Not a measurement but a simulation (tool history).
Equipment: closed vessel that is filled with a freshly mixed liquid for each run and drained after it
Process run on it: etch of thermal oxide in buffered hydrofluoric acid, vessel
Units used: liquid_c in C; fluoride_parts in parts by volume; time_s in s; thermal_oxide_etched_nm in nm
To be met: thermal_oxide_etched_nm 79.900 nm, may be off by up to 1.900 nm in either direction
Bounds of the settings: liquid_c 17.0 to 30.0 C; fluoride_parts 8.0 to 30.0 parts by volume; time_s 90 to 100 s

{"run": 1, "hour": 0.0, "liquid_c": 22.0, "fluoride_parts": 22.5, "time_s": 90, "thermal_oxide_etched_nm": 44.615}
{"run": 2, "hour": 1.3, "liquid_c": 18.5, "fluoride_parts": 22.5, "time_s": 90, "thermal_oxide_etched_nm": 35.694}
{"run": 3, "hour": 2.2, "liquid_c": 20.0, "fluoride_parts": 22.0, "time_s": 90, "thermal_oxide_etched_nm": 40.262}
{"run": 4, "hour": 9.3, "liquid_c": 20.0, "fluoride_parts": 22.0, "time_s": 100, "thermal_oxide_etched_nm": 44.252}
{"run": 5, "hour": 12.4, "liquid_c": 21.0, "fluoride_parts": 22.0, "time_s": 100, "thermal_oxide_etched_nm": 47.265}
{"run": 6, "hour": 16.9, "liquid_c": 21.0, "fluoride_parts": 27.5, "time_s": 100, "thermal_oxide_etched_nm": 40.282}
{"run": 7, "hour": 19.4, "liquid_c": 21.0, "fluoride_parts": 27.5, "time_s": 100, "thermal_oxide_etched_nm": 40.502}
{"run": 8, "hour": 26.0, "liquid_c": 22.0, "fluoride_parts": 27.0, "time_s": 100, "thermal_oxide_etched_nm": 42.715}
{"run": 9, "hour": 33.8, "liquid_c": 23.0, "fluoride_parts": 26.0, "time_s": 100, "thermal_oxide_etched_nm": 46.975}
{"run": 10, "hour": 36.6, "liquid_c": 24.0, "fluoride_parts": 25.5, "time_s": 100, "thermal_oxide_etched_nm": 49.965}
{"run": 11, "hour": 41.1, "liquid_c": 28.0, "fluoride_parts": 19.5, "time_s": 100, "thermal_oxide_etched_nm": 75.469}
{"run": 12, "hour": 42.6, "liquid_c": 28.5, "fluoride_parts": 19.5, "time_s": 100, "thermal_oxide_etched_nm": 77.671}

Which of these 5 next moves meets every target?
{"run": "A", "hour": 44.1, "liquid_c": 23.5, "fluoride_parts": 14.5, "time_s": 100, "thermal_oxide_etched_nm": "?"}
{"run": "B", "hour": 44.1, "liquid_c": 29.0, "fluoride_parts": 17.5, "time_s": 95, "thermal_oxide_etched_nm": "?"}
{"run": "C", "hour": 44.1, "liquid_c": 27.5, "fluoride_parts": 18.0, "time_s": 95, "thermal_oxide_etched_nm": "?"}
{"run": "D", "hour": 44.1, "liquid_c": 25.0, "fluoride_parts": 13.0, "time_s": 90, "thermal_oxide_etched_nm": "?"}
{"run": "E", "hour": 44.1, "liquid_c": 30.0, "fluoride_parts": 22.0, "time_s": 100, "thermal_oxide_etched_nm": "?"}

move=A thermal_oxide_etched_nm=79.809
move=B thermal_oxide_etched_nm=84.763
move=C thermal_oxide_etched_nm=76.118
move=D thermal_oxide_etched_nm=86.758
move=E thermal_oxide_etched_nm=77.296
A: every result within its allowed miss
B: pushes the last run's worst result past its target
C: misses by more than the last run did
D: pushes the last run's worst result past its target
E: misses by more than the last run did
The move that meets every target is A.

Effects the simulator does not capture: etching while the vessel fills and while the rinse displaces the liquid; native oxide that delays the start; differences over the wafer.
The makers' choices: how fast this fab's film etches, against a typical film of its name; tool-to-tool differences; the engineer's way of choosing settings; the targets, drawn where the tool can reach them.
